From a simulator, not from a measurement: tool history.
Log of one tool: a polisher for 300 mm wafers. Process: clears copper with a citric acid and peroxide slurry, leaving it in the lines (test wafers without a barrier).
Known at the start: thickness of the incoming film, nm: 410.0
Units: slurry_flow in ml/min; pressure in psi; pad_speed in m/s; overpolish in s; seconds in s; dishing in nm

run,hour,slurry_flow,pressure,pad_speed,slurry_solids,overpolish,seconds,dishing
1,0,260,3.5,1.26,1,17,112.71,41.829
2,2,260,3.5,1.26,0.85,17,120.39,38.922
3,3.3,260,3.7,1.26,0.85,17,112.13,41.068
4,5,260,3.7,1.26,0.9,17,109.7,40.377
5,13.3,260,3.8,1.28,0.9,18,106.46,43.288
6,17.3,260,3.8,1.28,0.9,21,105.24,51.548
7,19.5,260,4,1.28,0.9,21,103.38,51.886
8,22.3,260,4.2,1.28,0.9,21,95.757,56.051
9,29,260,4.3,1.28,0.9,21,94.787,56.472
10,36,260,4.3,1.28,0.9,21,93.639,55.509
11,43.2,260,4.4,1.28,0.9,21,91.681,57.055

Forecast run 12:
12,50.7,260,4.5,1.28,0.9,21,?,?

seconds: 90.196 s
dishing: 56.724 nm
